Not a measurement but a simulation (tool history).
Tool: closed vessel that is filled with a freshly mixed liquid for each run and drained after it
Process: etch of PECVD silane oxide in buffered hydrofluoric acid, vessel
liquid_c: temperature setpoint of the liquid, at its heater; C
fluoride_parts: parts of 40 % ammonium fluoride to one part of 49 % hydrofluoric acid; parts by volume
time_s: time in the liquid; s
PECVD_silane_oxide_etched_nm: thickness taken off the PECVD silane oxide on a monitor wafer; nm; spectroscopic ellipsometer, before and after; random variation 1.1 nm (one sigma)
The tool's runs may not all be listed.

| run | day | liquid_c | fluoride_parts | time_s | PECVD_silane_oxide_etched_nm |
|---|---|---|---|---|---|
| 1 | 0.000 | 20.0 | 8.0 | 85 | 230.83 |
| 2 | 0.375 | 19.5 | 8.0 | 85 | 224.92 |
| 3 | 0.442 | 19.0 | 8.0 | 85 | 218.44 |
| 4 | 0.675 | 18.5 | 8.0 | 85 | 213.04 |
| 5 | 1.033 | 17.0 | 8.0 | 85 | 193.01 |
| 6 | 1.225 | 17.0 | 9.5 | 85 | 170.42 |

Forecast run 7:
| 7 | 1.583 | 18.0 | 9.5 | 85 | ? |

PECVD_silane_oxide_etched_nm: 181.49 nm

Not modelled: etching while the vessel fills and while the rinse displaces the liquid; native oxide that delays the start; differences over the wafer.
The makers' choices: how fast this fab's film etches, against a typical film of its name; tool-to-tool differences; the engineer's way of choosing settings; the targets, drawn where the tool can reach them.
